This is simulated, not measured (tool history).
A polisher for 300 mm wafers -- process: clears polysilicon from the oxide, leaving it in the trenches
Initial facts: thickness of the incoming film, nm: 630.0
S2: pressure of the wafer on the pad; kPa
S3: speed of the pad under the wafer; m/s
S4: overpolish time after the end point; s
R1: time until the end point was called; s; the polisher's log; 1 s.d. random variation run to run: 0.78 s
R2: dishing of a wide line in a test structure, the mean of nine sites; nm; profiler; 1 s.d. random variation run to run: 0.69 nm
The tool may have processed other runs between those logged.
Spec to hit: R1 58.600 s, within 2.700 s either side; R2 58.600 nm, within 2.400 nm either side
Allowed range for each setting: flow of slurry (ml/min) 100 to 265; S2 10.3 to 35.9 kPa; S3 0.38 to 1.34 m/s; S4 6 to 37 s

Run 1, day 0.000: flow of slurry (ml/min) 170, S2 22.8 kPa, S3 0.86 m/s, S4 19 s. Result: R1 43.562 s, R2 59.020 nm.
Run 2, day 0.317: flow of slurry (ml/min) 170, S2 22.8 kPa, S3 0.86 m/s, S4 12 s. Result: R1 41.635 s, R2 57.233 nm.
Run 3, day 0.525: flow of slurry (ml/min) 170, S2 22.8 kPa, S3 0.86 m/s, S4 8 s. Result: R1 42.326 s, R2 50.744 nm.
Run 4, day 0.738: flow of slurry (ml/min) 170, S2 21.4 kPa, S3 0.86 m/s, S4 10 s. Result: R1 44.866 s, R2 52.323 nm.
Run 5, day 0.950: flow of slurry (ml/min) 170, S2 20.7 kPa, S3 0.84 m/s, S4 13 s. Result: R1 47.308 s, R2 55.432 nm.
Run 6, day 1.304: flow of slurry (ml/min) 170, S2 20.0 kPa, S3 0.84 m/s, S4 14 s. Result: R1 48.865 s, R2 56.587 nm.
Run 7, day 1.346: flow of slurry (ml/min) 170, S2 19.3 kPa, S3 0.84 m/s, S4 14 s. Result: R1 50.138 s, R2 56.054 nm.
Run 8, day 1.375: flow of slurry (ml/min) 170, S2 18.6 kPa, S3 0.84 m/s, S4 15 s. Result: R1 51.667 s, R2 55.341 nm.
At day 1.712: worn pad replaced by a new one.
Run 9, day 1.712: flow of slurry (ml/min) 170, S2 18.6 kPa, S3 0.84 m/s, S4 15 s. Result: R1 45.667 s, R2 58.389 nm.
Run 10, day 1.771: flow of slurry (ml/min) 165, S2 12.4 kPa, S3 0.82 m/s, S4 21 s. Result: R1 67.404 s, R2 57.997 nm.
Run 11, day 2.021: flow of slurry (ml/min) 170, S2 13.1 kPa, S3 0.82 m/s, S4 21 s. Result: R1 62.911 s, R2 58.060 nm.
Run 12, day 2.117: flow of slurry (ml/min) 175, S2 13.1 kPa, S3 0.82 m/s, S4 21 s. Result: R1 63.279 s, R2 56.919 nm.

Which single option among these 4 for the next run brings every result within its allowed miss of target? Just one does.
Run A, day 2.212: flow of slurry (ml/min) 215, S2 14.5 kPa, S3 0.86 m/s, S4 20 s. Result: R1 ?, R2 ?.
Run B, day 2.212: flow of slurry (ml/min) 100, S2 12.4 kPa, S3 0.82 m/s, S4 29 s. Result: R1 ?, R2 ?.
Run C, day 2.212: flow of slurry (ml/min) 160, S2 14.5 kPa, S3 0.82 m/s, S4 24 s. Result: R1 ?, R2 ?.
Run D, day 2.212: flow of slurry (ml/min) 165, S2 16.5 kPa, S3 0.82 m/s, S4 21 s. Result: R1 ?, R2 ?.

move      R1      R2
   A  53.296  58.656
   B  73.939  58.960
   C  58.395  59.247
   D  52.024  59.140
A: takes the biggest miss from the last run beyond its target
B: moves away from the targets compared with the last run
C: all results in spec
D: takes the biggest miss from the last run beyond its target
C is the move that brings every result within its allowed miss.
